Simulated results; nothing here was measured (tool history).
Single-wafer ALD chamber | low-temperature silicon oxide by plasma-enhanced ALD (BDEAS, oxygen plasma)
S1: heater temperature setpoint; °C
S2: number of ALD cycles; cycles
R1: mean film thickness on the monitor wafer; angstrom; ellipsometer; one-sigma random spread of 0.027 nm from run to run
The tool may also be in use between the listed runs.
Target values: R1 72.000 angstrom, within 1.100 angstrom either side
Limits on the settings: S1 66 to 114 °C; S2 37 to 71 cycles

run 1 day=0.000 | S1=90 S2=54 | R1=80.731
run 2 day=0.367 | S1=93 S2=53 | R1=79.075
run 3 day=0.742 | S1=82 S2=53 | R1=81.008
run 4 day=1.117 | S1=85 S2=52 | R1=79.566
run 5 day=1.225 | S1=88 S2=51 | R1=76.491
run 6 day=1.321 | S1=88 S2=46 | R1=69.317
run 7 day=1.417 | S1=86 S2=46 | R1=69.756
run 8 day=1.762 | S1=85 S2=46 | R1=70.497
run 9 day=1.925 | S1=84 S2=46 | R1=70.578
run 10 day=2.012 | S1=83 S2=46 | R1=70.508
run 11 day=2.362 | S1=82 S2=46 | R1=70.566

Below are 4 possible settings for the next run. Only one of them brings all results inside the allowed miss of their targets. Which is it?
run A day=2.712 | S1=78 S2=46 | R1=?
run B day=2.712 | S1=82 S2=49 | R1=?
run C day=2.712 | S1=85 S2=49 | R1=?
run D day=2.712 | S1=81 S2=48 | R1=?

move=A R1=71.569
move=B R1=75.261
move=C R1=74.529
move=D R1=73.964
A: meets every target
B: carries the result that was furthest off beyond its target, to the other side
C: carries the result that was furthest off beyond its target, to the other side
D: carries the result that was furthest off beyond its target, to the other side
A meets every target.
